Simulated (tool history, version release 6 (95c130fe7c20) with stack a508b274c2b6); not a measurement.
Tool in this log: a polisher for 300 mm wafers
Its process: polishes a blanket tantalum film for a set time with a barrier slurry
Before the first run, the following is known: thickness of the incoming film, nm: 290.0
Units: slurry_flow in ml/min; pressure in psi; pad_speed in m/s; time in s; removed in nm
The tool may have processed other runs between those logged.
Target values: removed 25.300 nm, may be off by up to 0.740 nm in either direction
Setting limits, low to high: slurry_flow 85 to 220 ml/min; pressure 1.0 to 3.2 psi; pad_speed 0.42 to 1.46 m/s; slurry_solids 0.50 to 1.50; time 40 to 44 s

run    day  slurry_flow  pressure  pad_speed  slurry_solids  time  removed
  1  0.000          140       2.1       0.94           1.00    44   69.782
  2  0.200          140       1.8       0.94           1.00    44   60.864
  3  0.438          140       1.8       0.72           1.00    44   46.369
  4  0.550          130       1.5       0.66           1.00    44   35.462
  5  0.575          130       1.5       0.80           1.00    44   42.528
  6  0.879          120       1.3       0.74           1.00    44   33.292
  7  1.229          110       1.2       0.74           1.00    44   31.169
  8  1.471          105       1.1       0.72           1.00    44   27.392
  9  1.754          100       1.1       0.72           1.00    44   27.323

Which of these 5 next moves meets every target?
  A  2.038          115       1.0       0.94           0.90    41        ?
  B  2.038          100       1.5       0.68           0.85    41        ?
  C  2.038           90       1.1       0.70           1.05    40        ?
  D  2.038           90       1.1       0.78           1.00    43        ?
  E  2.038           90       1.1       0.74           1.00    41        ?

move  removed
   A   29.984
   B   30.461
   C   23.957
   D   28.104
   E   25.472
A: misses by more than the last run did
B: misses by more than the last run did
C: pushes the last run's worst result past its target
D: misses by more than the last run did
E: each result inside its tolerance
Answer: E

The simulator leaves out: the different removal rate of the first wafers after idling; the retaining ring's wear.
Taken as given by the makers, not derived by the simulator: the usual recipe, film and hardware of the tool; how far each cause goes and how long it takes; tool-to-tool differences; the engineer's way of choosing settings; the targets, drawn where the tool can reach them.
